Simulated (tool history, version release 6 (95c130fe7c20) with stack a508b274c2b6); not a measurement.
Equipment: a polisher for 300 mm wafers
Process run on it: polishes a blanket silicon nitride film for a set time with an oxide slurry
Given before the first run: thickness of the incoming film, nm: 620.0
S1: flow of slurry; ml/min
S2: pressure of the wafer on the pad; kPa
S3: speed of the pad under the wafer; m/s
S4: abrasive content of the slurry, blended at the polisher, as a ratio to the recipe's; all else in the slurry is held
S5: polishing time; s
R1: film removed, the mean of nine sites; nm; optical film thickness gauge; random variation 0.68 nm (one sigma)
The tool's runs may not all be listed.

run    day   S1    S2    S3  S4  S5      R1
  1      0  155    29  1.32   1  77  68.781
  2  0.208  155  28.3  1.32   1  77  67.013
  3  0.512  155  27.6  1.32   1  77  65.389
  4  0.688  155  26.9  1.32   1  77   66.81
  5  0.738  155  26.9  1.32   1  81  67.458
  6  1.083  155  26.2  1.32   1  81  65.934

The next listed run, before its measurement:
  7  1.338  155  26.2  1.32   1  81   ?

{"run 7": {"R1": 65.042}}
